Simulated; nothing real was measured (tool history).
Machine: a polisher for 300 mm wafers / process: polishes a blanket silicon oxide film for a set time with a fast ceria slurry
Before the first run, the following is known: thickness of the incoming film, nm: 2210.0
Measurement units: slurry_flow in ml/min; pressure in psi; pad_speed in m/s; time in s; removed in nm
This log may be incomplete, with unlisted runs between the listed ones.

Run 1, hour 0: slurry_flow 310 ml/min, pressure 2.2 psi, pad_speed 0.78 m/s, time 52 s. Result: removed 523.61 nm.
Run 2, hour 8.2: slurry_flow 310 ml/min, pressure 2.7 psi, pad_speed 0.78 m/s, time 52 s. Result: removed 641.09 nm.
Run 3, hour 14.1: slurry_flow 310 ml/min, pressure 2.2 psi, pad_speed 0.78 m/s, time 52 s. Result: removed 539.3 nm.
Run 4, hour 14.8: slurry_flow 375 ml/min, pressure 2.2 psi, pad_speed 0.78 m/s, time 52 s. Result: removed 527.24 nm.
Run 5, hour 16.4: slurry_flow 375 ml/min, pressure 2 psi, pad_speed 0.78 m/s, time 52 s. Result: removed 486.55 nm.
Run 6, hour 20.4: slurry_flow 375 ml/min, pressure 1.9 psi, pad_speed 0.78 m/s, time 52 s. Result: removed 462.34 nm.
Run 7, hour 25.6: slurry_flow 375 ml/min, pressure 1.8 psi, pad_speed 0.78 m/s, time 52 s. Result: removed 441.97 nm.

Expected results for the next run?
Run 8, hour 32.3: slurry_flow 375 ml/min, pressure 1.8 psi, pad_speed 0.78 m/s, time 52 s. Result: removed ?.

{"run 8": {"removed": 432.66}}

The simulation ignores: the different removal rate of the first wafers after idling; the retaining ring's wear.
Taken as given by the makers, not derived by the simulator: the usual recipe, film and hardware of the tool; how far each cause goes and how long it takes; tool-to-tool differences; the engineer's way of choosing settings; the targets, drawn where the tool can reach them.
